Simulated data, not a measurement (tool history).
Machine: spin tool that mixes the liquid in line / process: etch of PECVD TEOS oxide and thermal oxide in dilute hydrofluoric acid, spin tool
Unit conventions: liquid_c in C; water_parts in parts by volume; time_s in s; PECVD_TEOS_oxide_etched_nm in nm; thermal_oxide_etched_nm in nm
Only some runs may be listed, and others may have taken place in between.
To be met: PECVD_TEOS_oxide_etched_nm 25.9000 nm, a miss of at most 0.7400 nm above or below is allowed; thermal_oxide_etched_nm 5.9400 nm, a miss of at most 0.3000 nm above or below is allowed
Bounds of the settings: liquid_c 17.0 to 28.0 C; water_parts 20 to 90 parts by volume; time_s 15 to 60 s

Run 1, hour 0.0: liquid_c 20.0 C, water_parts 50 parts by volume, time_s 30 s. Result: PECVD_TEOS_oxide_etched_nm 10.5890 nm, thermal_oxide_etched_nm 2.4430 nm.
Run 2, hour 4.9: liquid_c 22.0 C, water_parts 45 parts by volume, time_s 30 s. Result: PECVD_TEOS_oxide_etched_nm 12.8750 nm, thermal_oxide_etched_nm 2.9136 nm.
Run 3, hour 9.7: liquid_c 23.0 C, water_parts 40 parts by volume, time_s 30 s. Result: PECVD_TEOS_oxide_etched_nm 15.3740 nm, thermal_oxide_etched_nm 3.4558 nm.
Run 4, hour 12.0: liquid_c 23.0 C, water_parts 40 parts by volume, time_s 20 s. Result: PECVD_TEOS_oxide_etched_nm 10.0530 nm, thermal_oxide_etched_nm 2.3240 nm.
Run 5, hour 15.0: liquid_c 23.0 C, water_parts 45 parts by volume, time_s 20 s. Result: PECVD_TEOS_oxide_etched_nm 8.9612 nm, thermal_oxide_etched_nm 2.0871 nm.
Run 6, hour 16.0: liquid_c 24.0 C, water_parts 40 parts by volume, time_s 20 s. Result: PECVD_TEOS_oxide_etched_nm 10.6000 nm, thermal_oxide_etched_nm 2.4157 nm.
Run 7, hour 24.8: liquid_c 24.5 C, water_parts 35 parts by volume, time_s 20 s. Result: PECVD_TEOS_oxide_etched_nm 12.3370 nm, thermal_oxide_etched_nm 2.8473 nm.
Run 8, hour 32.7: liquid_c 25.5 C, water_parts 30 parts by volume, time_s 20 s. Result: PECVD_TEOS_oxide_etched_nm 15.1560 nm, thermal_oxide_etched_nm 3.5355 nm.
Run 9, hour 34.2: liquid_c 28.0 C, water_parts 20 parts by volume, time_s 25 s. Result: PECVD_TEOS_oxide_etched_nm 32.0200 nm, thermal_oxide_etched_nm 7.2083 nm.
Run 10, hour 42.3: liquid_c 27.5 C, water_parts 20 parts by volume, time_s 25 s. Result: PECVD_TEOS_oxide_etched_nm 31.1420 nm, thermal_oxide_etched_nm 7.1227 nm.
Run 11, hour 51.3: liquid_c 27.0 C, water_parts 20 parts by volume, time_s 25 s. Result: PECVD_TEOS_oxide_etched_nm 30.7170 nm, thermal_oxide_etched_nm 7.1336 nm.
Run 12, hour 56.4: liquid_c 26.5 C, water_parts 20 parts by volume, time_s 25 s. Result: PECVD_TEOS_oxide_etched_nm 30.2040 nm, thermal_oxide_etched_nm 6.9849 nm.
Run 13, hour 60.0: liquid_c 26.0 C, water_parts 20 parts by volume, time_s 25 s. Result: PECVD_TEOS_oxide_etched_nm 29.6700 nm, thermal_oxide_etched_nm 6.7141 nm.
Run 14, hour 61.2: liquid_c 25.5 C, water_parts 20 parts by volume, time_s 25 s. Result: PECVD_TEOS_oxide_etched_nm 28.4830 nm, thermal_oxide_etched_nm 6.7949 nm.
Run 15, hour 63.8: liquid_c 25.5 C, water_parts 25 parts by volume, time_s 25 s. Result: PECVD_TEOS_oxide_etched_nm 23.0300 nm, thermal_oxide_etched_nm 5.4349 nm.
Run 16, hour 71.5: liquid_c 26.0 C, water_parts 25 parts by volume, time_s 25 s. Result: PECVD_TEOS_oxide_etched_nm 23.3860 nm, thermal_oxide_etched_nm 5.3623 nm.
Run 17, hour 73.3: liquid_c 26.5 C, water_parts 25 parts by volume, time_s 25 s. Result: PECVD_TEOS_oxide_etched_nm 23.9660 nm, thermal_oxide_etched_nm 5.3610 nm.
Run 18, hour 73.8: liquid_c 26.0 C, water_parts 25 parts by volume, time_s 25 s. Result: PECVD_TEOS_oxide_etched_nm 23.3990 nm, thermal_oxide_etched_nm 5.4077 nm.
Run 19, hour 78.4: liquid_c 26.5 C, water_parts 25 parts by volume, time_s 25 s. Result: PECVD_TEOS_oxide_etched_nm 24.0640 nm, thermal_oxide_etched_nm 5.4838 nm.
Run 20, hour 79.0: liquid_c 27.0 C, water_parts 25 parts by volume, time_s 25 s. Result: PECVD_TEOS_oxide_etched_nm 24.5620 nm, thermal_oxide_etched_nm 5.6200 nm.
Run 21, hour 84.3: liquid_c 27.5 C, water_parts 25 parts by volume, time_s 25 s. Result: PECVD_TEOS_oxide_etched_nm 24.6190 nm, thermal_oxide_etched_nm 5.5863 nm.
Run 22, hour 87.6: liquid_c 27.0 C, water_parts 25 parts by volume, time_s 25 s. Result: PECVD_TEOS_oxide_etched_nm 23.9670 nm, thermal_oxide_etched_nm 5.6853 nm.
Run 23, hour 96.6: liquid_c 27.0 C, water_parts 25 parts by volume, time_s 25 s. Result: PECVD_TEOS_oxide_etched_nm 24.2150 nm, thermal_oxide_etched_nm 5.5209 nm.
Run 24, hour 99.3: liquid_c 27.5 C, water_parts 25 parts by volume, time_s 25 s. Result: PECVD_TEOS_oxide_etched_nm 24.8770 nm, thermal_oxide_etched_nm 5.7467 nm.

4 candidate next runs follow, results not yet known. Just one meets every target within its allowed miss. Identify it.
Run A, hour 102.0: liquid_c 27.5 C, water_parts 40 parts by volume, time_s 40 s. Result: PECVD_TEOS_oxide_etched_nm ?, thermal_oxide_etched_nm ?.
Run B, hour 102.0: liquid_c 27.5 C, water_parts 45 parts by volume, time_s 45 s. Result: PECVD_TEOS_oxide_etched_nm ?, thermal_oxide_etched_nm ?.
Run C, hour 102.0: liquid_c 25.0 C, water_parts 50 parts by volume, time_s 55 s. Result: PECVD_TEOS_oxide_etched_nm ?, thermal_oxide_etched_nm ?.
Run D, hour 102.0: liquid_c 28.0 C, water_parts 20 parts by volume, time_s 20 s. Result: PECVD_TEOS_oxide_etched_nm ?, thermal_oxide_etched_nm ?.

move  PECVD_TEOS_oxide_etched_nm  thermal_oxide_etched_nm
   A                     24.4870                   5.4633
   B                     24.3090                   5.4235
   C                     23.9950                   5.3534
   D                     25.7490                   5.7448
A: the biggest miss grows against the last run
B: the biggest miss grows against the last run
C: the biggest miss grows against the last run
D: all results in spec
The move that meets every target is D.
